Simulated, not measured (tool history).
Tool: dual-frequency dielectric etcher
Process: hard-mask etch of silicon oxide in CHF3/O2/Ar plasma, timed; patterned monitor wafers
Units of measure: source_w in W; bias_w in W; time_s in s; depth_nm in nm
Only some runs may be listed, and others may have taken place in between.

Run 1, hour 0: source_w 850 W, bias_w 234 W, time_s 26.5 s. Result: depth_nm 66.035 nm.
Run 2, hour 4.4: source_w 850 W, bias_w 272 W, time_s 26.5 s. Result: depth_nm 69.484 nm.
Run 3, hour 6.6: source_w 730 W, bias_w 272 W, time_s 26.5 s. Result: depth_nm 63.65 nm.
Run 4, hour 13.8: source_w 780 W, bias_w 276 W, time_s 26.5 s. Result: depth_nm 66.712 nm.
Run 5, hour 22.1: source_w 780 W, bias_w 309 W, time_s 26.5 s. Result: depth_nm 69.807 nm.
Run 6, hour 29.9: source_w 630 W, bias_w 309 W, time_s 26.5 s. Result: depth_nm 60.507 nm.
Run 7, hour 35.5: source_w 680 W, bias_w 311 W, time_s 26.5 s. Result: depth_nm 63.399 nm.
Run 8, hour 42.9: source_w 720 W, bias_w 313 W, time_s 26.5 s. Result: depth_nm 66.594 nm.
At hour 45.2: wet clean of the chamber.
Run 9, hour 45.2: source_w 890 W, bias_w 327 W, time_s 27 s. Result: depth_nm 83.433 nm.

Expected results for the next run?
Run 10, hour 51.5: source_w 970 W, bias_w 327 W, time_s 27 s. Result: depth_nm ?.

depth_nm: 87.184 nm
